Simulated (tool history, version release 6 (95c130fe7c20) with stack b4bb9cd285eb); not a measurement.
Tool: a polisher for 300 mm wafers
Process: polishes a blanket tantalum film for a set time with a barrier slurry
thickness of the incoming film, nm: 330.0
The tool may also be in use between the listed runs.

| run | hour | flow of slurry (ml/min) | pressure of the wafer on the pad (psi) | speed of the pad under the wafer (cm/s) | abrasive content of the slurry | polishing time (s) | film removed (Å) |
|---|---|---|---|---|---|---|---|
| 1 | 0 | 160 | 1.5 | 94 | 1 | 51 | 558.52 |
| 2 | 7.5 | 160 | 1.7 | 94 | 1 | 51 | 657.47 |
| 3 | 8.1 | 160 | 1.8 | 94 | 1 | 51 | 682.78 |
| 4 | 13 | 140 | 1.8 | 94 | 1 | 51 | 679.91 |
| 5 | 20 | 140 | 2 | 94 | 1 | 51 | 753.82 |
| 6 | 25.9 | 140 | 2.1 | 94 | 1 | 51 | 765.24 |

Forecast run 7:
| 7 | 34.9 | 140 | 2.1 | 96 | 1 | 51 | ? |

Run 7 gave film removed (Å) 772.03.
